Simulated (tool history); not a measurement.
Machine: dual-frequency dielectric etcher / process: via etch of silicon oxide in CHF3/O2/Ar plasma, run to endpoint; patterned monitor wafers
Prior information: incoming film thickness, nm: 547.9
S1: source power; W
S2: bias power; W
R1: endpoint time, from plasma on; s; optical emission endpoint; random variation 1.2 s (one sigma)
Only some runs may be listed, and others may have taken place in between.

| run | hour | S1 | S2 | R1 |
|---|---|---|---|---|
| 1 | 0.0 | 730 | 135 | 305.73 |
| 2 | 7.2 | 740 | 135 | 304.85 |
| 3 | 14.5 | 740 | 121 | 317.07 |
| 4 | 18.8 | 760 | 122 | 313.43 |
| 5 | 21.4 | 780 | 123 | 308.37 |
| 6 | 25.5 | 790 | 123 | 306.34 |
| 7 | 28.8 | 800 | 123 | 303.86 |
| 8 | 29.7 | 810 | 123 | 301.72 |
| 9 | 30.8 | 820 | 123 | 304.55 |
| 10 | 34.7 | 830 | 124 | 298.60 |

For run 11, what comes out?
| 11 | 35.4 | 840 | 124 | ? |

{"run 11": {"R1": 298.72}}
